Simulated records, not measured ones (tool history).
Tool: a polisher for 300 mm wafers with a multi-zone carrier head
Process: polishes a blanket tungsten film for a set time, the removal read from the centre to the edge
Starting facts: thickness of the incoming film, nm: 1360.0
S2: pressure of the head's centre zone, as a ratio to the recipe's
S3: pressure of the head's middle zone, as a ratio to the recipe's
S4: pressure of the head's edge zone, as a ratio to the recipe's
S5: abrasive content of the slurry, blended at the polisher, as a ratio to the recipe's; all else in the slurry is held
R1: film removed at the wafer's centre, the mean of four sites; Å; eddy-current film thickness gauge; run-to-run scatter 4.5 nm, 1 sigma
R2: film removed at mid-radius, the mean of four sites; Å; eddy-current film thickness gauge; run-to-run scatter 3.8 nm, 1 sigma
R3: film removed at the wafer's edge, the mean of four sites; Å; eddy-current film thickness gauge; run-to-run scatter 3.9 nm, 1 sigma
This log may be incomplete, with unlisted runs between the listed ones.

Run 1, hour 0.0: flow of slurry (ml/min) 175, S2 1.00, S3 1.00, S4 1.00, S5 1.0, polishing time (s) 86. Result: R1 4232.2 Å, R2 3831.8 Å, R3 4019.9 Å.
Run 2, hour 7.6: flow of slurry (ml/min) 175, S2 1.00, S3 1.00, S4 1.00, S5 1.0, polishing time (s) 76. Result: R1 3766.9 Å, R2 3415.2 Å, R3 3475.7 Å.
Run 3, hour 8.4: flow of slurry (ml/min) 175, S2 1.00, S3 0.95, S4 1.00, S5 1.0, polishing time (s) 76. Result: R1 3771.6 Å, R2 3290.5 Å, R3 3503.9 Å.
Run 4, hour 17.3: flow of slurry (ml/min) 175, S2 1.00, S3 0.95, S4 0.93, S5 1.0, polishing time (s) 76. Result: R1 3812.5 Å, R2 3343.0 Å, R3 3471.7 Å.
Run 5, hour 24.2: flow of slurry (ml/min) 165, S2 0.96, S3 0.94, S4 0.94, S5 1.0, polishing time (s) 76. Result: R1 3635.2 Å, R2 3276.5 Å, R3 3358.9 Å.
Run 6, hour 27.1: flow of slurry (ml/min) 165, S2 0.93, S3 0.94, S4 0.99, S5 1.0, polishing time (s) 76. Result: R1 3476.9 Å, R2 3216.0 Å, R3 3530.2 Å.

For run 7, what comes out?
Run 7, hour 29.5: flow of slurry (ml/min) 165, S2 0.91, S3 0.95, S4 0.99, S5 1.0, polishing time (s) 76. Result: R1 ?, R2 ?, R3 ?.

{"run 7": {"R1": 3285.9, "R2": 3287.0, "R3": 3479.8}}
